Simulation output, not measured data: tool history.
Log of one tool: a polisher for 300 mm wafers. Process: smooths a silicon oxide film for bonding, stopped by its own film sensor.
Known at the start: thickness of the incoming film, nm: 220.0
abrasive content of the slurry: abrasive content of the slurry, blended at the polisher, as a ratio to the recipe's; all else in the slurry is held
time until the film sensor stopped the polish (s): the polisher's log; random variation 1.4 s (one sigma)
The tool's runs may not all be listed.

| run | day | flow of slurry (ml/min) | pressure of the wafer on the pad (psi) | speed of the pad under the wafer (m/s) | abrasive content of the slurry | target thickness at which the film sensor stops the polish (Å) | time until the film sensor stopped the polish (s) |
|---|---|---|---|---|---|---|---|
| 1 | 0 | 215 | 1.9 | 0.98 | 1 | 1790 | 59.383 |
| 2 | 0.288 | 215 | 1.9 | 0.98 | 0.9 | 1790 | 61.794 |
| 3 | 0.6 | 195 | 1.9 | 0.98 | 0.9 | 1790 | 62.479 |
| 4 | 0.688 | 195 | 1.8 | 0.92 | 0.9 | 1790 | 68.507 |
| 5 | 0.708 | 195 | 1.7 | 0.86 | 0.9 | 1790 | 77.241 |
| 6 | 0.788 | 195 | 1.7 | 0.86 | 0.75 | 1790 | 81.089 |
| 7 | 0.879 | 195 | 1.6 | 0.84 | 0.75 | 1790 | 88.923 |
|  | 1.208 | head pressure recalibrated |
| 8 | 1.208 | 195 | 1.5 | 0.82 | 0.75 | 1790 | 103.3 |
| 9 | 1.321 | 195 | 1.5 | 0.82 | 0.75 | 1790 | 102.49 |
| 10 | 1.371 | 195 | 1.4 | 0.82 | 0.75 | 1790 | 111.02 |

Run 11 comes next. What will it give?
| 11 | 1.404 | 195 | 1.2 | 0.82 | 0.75 | 1790 | ? |

{"run 11": {"time until the film sensor stopped the polish (s)": 128.46}}

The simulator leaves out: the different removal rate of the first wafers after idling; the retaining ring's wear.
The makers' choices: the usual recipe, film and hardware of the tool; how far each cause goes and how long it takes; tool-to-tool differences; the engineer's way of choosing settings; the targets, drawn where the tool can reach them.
